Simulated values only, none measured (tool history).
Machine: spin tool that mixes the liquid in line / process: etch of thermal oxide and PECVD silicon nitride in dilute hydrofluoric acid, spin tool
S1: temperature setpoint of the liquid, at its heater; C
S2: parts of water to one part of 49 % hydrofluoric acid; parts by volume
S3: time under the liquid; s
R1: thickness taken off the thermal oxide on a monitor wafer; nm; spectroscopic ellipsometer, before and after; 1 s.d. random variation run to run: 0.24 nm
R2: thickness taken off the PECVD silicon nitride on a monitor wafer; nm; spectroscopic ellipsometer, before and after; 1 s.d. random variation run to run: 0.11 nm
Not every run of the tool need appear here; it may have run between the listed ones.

{"run": 1, "hour": 0.0, "S1": 21.0, "S2": 55, "S3": 180, "R1": 15.205, "R2": 9.1384}
{"run": 2, "hour": 1.6, "S1": 22.0, "S2": 50, "S3": 180, "R1": 17.725, "R2": 10.817}
{"run": 3, "hour": 8.6, "S1": 20.0, "S2": 50, "S3": 180, "R1": 16.136, "R2": 9.4352}
{"run": 4, "hour": 14.1, "S1": 20.0, "S2": 60, "S3": 180, "R1": 13.495, "R2": 7.8761}
{"run": 5, "hour": 21.4, "S1": 20.0, "S2": 50, "S3": 180, "R1": 16.374, "R2": 9.4234}
{"run": 6, "hour": 27.7, "S1": 21.0, "S2": 45, "S3": 180, "R1": 18.81, "R2": 11.234}
{"run": 7, "hour": 32.9, "S1": 21.5, "S2": 40, "S3": 180, "R1": 21.81, "R2": 12.937}
{"run": 8, "hour": 36.8, "S1": 22.5, "S2": 40, "S3": 180, "R1": 22.748, "R2": 13.915}
{"run": 9, "hour": 41.4, "S1": 23.0, "S2": 40, "S3": 180, "R1": 23.321, "R2": 14.238}

Run 10, settings as shown, results not yet in. Your forecast:
{"hour": 48.4, "done": "hydrofluoric acid flow meter replaced"}
{"run": 10, "hour": 48.4, "S1": 24.0, "S2": 40, "S3": 180, "R1": "?", "R2": "?"}

{"run 10": {"R1": 21.759, "R2": 13.865}}
